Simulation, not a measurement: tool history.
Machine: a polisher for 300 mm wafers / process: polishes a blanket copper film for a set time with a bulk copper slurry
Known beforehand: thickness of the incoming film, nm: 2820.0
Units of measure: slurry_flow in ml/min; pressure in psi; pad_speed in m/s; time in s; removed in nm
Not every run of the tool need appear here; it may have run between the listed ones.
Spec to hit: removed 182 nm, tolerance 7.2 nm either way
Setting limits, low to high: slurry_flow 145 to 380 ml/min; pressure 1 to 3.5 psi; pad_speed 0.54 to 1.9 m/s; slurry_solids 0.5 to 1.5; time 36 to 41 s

| run | day | slurry_flow | pressure | pad_speed | slurry_solids | time | removed |
|---|---|---|---|---|---|---|---|
| 1 | 0 | 245 | 2.2 | 1.22 | 1 | 41 | 372.4 |
| 2 | 0.283 | 245 | 2.2 | 1.38 | 1 | 41 | 415.48 |
| 3 | 0.454 | 245 | 1.8 | 1.26 | 1 | 41 | 319.52 |
| 4 | 0.65 | 245 | 2.3 | 1.26 | 1 | 41 | 396.85 |
| 5 | 0.871 | 280 | 2.3 | 1.26 | 1 | 41 | 401.33 |
| 6 | 1.067 | 280 | 2.3 | 1.26 | 1 | 36 | 359.54 |
| 7 | 1.108 | 280 | 1.9 | 1.2 | 1 | 36 | 284.55 |
| 8 | 1.479 | 280 | 1.6 | 1.18 | 1 | 36 | 233.09 |
| 9 | 1.808 | 285 | 1.4 | 1.18 | 1 | 36 | 205.02 |
| 10 | 1.875 | 290 | 1.3 | 1.18 | 1 | 36 | 193.68 |
| 11 | 2.017 | 295 | 1.3 | 1.18 | 1 | 36 | 191.98 |

4 next moves are on the table. One of them brings every result within its allowed miss. Which?
| A | 2.158 | 290 | 1.1 | 1.2 | 1 | 39 | ? |
| B | 2.158 | 330 | 1.1 | 1.2 | 0.8 | 38 | ? |
| C | 2.158 | 330 | 1.4 | 1.12 | 1.2 | 36 | ? |
| D | 2.158 | 310 | 1.3 | 1.2 | 0.95 | 37 | ? |

| move | removed |
|---|---|
| A | 181.65 |
| B | 171.98 |
| C | 205.56 |
| D | 200.98 |
A: meets every target
B: moves the result that the last run missed by most past its target, out the other side
C: its largest miss is bigger than the last run's
D: its largest miss is bigger than the last run's
Answer: A
